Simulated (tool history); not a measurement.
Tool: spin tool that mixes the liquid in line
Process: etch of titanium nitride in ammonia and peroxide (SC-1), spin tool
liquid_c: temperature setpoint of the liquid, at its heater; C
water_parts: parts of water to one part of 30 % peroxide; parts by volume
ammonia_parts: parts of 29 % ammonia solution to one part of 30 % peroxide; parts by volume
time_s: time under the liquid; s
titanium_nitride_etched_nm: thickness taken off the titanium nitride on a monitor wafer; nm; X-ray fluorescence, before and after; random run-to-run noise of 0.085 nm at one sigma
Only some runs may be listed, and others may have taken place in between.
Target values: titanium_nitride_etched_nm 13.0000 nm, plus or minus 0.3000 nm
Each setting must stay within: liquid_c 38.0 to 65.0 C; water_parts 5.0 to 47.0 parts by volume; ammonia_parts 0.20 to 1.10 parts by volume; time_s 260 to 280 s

| run | hour | liquid_c | water_parts | ammonia_parts | time_s | titanium_nitride_etched_nm |
|---|---|---|---|---|---|---|
| 1 | 0.0 | 49.0 | 26.0 | 0.60 | 260 | 7.7832 |
| 2 | 8.6 | 53.5 | 26.0 | 0.60 | 260 | 10.6750 |
| 3 | 12.6 | 54.0 | 26.0 | 0.60 | 260 | 11.0130 |
| 4 | 15.3 | 54.5 | 26.0 | 0.60 | 260 | 11.3990 |
| 5 | 18.8 | 51.5 | 26.0 | 0.60 | 260 | 9.2344 |
| 6 | 23.5 | 47.0 | 26.0 | 0.60 | 260 | 6.8247 |
| 7 | 27.7 | 48.5 | 26.0 | 0.60 | 260 | 7.5475 |
| 8 | 28.2 | 50.0 | 26.0 | 0.60 | 260 | 8.3517 |
| 9 | 30.0 | 50.0 | 26.0 | 0.60 | 260 | 8.4492 |
| 10 | 31.0 | 51.0 | 26.0 | 0.60 | 260 | 9.0703 |
| 11 | 38.1 | 57.0 | 26.0 | 0.60 | 260 | 13.5240 |

Exactly one of the 5 candidate moves below puts every result within its allowed miss. Which one?
| A | 45.2 | 58.0 | 31.0 | 0.75 | 280 | ? |
| B | 45.2 | 60.0 | 28.5 | 0.30 | 280 | ? |
| C | 45.2 | 56.5 | 22.5 | 0.25 | 280 | ? |
| D | 45.2 | 56.5 | 24.5 | 0.65 | 265 | ? |
| E | 45.2 | 54.5 | 20.0 | 0.65 | 280 | ? |

| move | titanium_nitride_etched_nm |
|---|---|
| A | 14.5260 |
| B | 14.6030 |
| C | 12.7950 |
| D | 13.8370 |
| E | 14.3100 |
A: misses by more than the last run did
B: misses by more than the last run did
C: hits every target within its allowed miss
D: misses by more than the last run did
E: misses by more than the last run did
C is the move that brings every result within its allowed miss.

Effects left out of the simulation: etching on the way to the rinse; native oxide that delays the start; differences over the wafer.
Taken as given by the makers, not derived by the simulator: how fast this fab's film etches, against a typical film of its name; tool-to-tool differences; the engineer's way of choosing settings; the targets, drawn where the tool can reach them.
